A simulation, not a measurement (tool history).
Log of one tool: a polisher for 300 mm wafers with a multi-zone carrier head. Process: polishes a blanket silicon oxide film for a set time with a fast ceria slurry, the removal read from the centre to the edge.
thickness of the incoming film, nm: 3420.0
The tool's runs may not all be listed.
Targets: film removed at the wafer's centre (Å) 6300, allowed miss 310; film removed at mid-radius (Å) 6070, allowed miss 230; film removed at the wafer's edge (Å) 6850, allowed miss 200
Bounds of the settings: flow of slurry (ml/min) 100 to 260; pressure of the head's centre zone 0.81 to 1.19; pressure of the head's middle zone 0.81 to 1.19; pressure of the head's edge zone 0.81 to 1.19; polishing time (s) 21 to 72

run,hour,flow of slurry (ml/min),pressure of the head's centre zone,pressure of the head's middle zone,pressure of the head's edge zone,polishing time (s),film removed at the wafer's centre (Å),film removed at mid-radius (Å),film removed at the wafer's edge (Å)
1,0,165,1,1,1,46,6061.3,5944.2,6058.8
2,1.8,185,1,1,1,46,6359,6078.5,6079.4
3,2.5,185,1,1,1.06,46,6174.9,6077.5,6211.6
4,3.9,185,1,1,1.12,46,6103.4,5963.9,6464.3
5,9,190,1,1,1.14,46,6081.4,6019.3,6516.6
6,15.4,190,1,1,1.14,37,4987.4,4882.6,5140.7
7,21.3,185,1,1,1.15,41,5480.7,5429.9,5877.5
8,23.3,180,1.01,1,1.16,43,5910.7,5686.5,6078.7

4 next moves are on the table. One of them brings every result within its allowed miss. Which?
A,25.3,185,1.06,0.99,1.12,46,?,?,?
B,25.3,215,0.99,0.96,1.19,47,?,?,?
C,25.3,155,0.97,1.16,1.1,41,?,?,?
D,25.3,140,1.09,0.97,1.14,42,?,?,?

move,film removed at the wafer's centre (Å),film removed at mid-radius (Å),film removed at the wafer's edge (Å)
A,6667.4,6073.4,6407.4
B,6472,6145.5,6837.5
C,5321.6,6078.7,5565.7
D,6042.2,5280.7,5772
A: nearer than the last run, and not there yet
B: meets every target
C: further off than the last run
D: further off than the last run
Move B is the one to make.

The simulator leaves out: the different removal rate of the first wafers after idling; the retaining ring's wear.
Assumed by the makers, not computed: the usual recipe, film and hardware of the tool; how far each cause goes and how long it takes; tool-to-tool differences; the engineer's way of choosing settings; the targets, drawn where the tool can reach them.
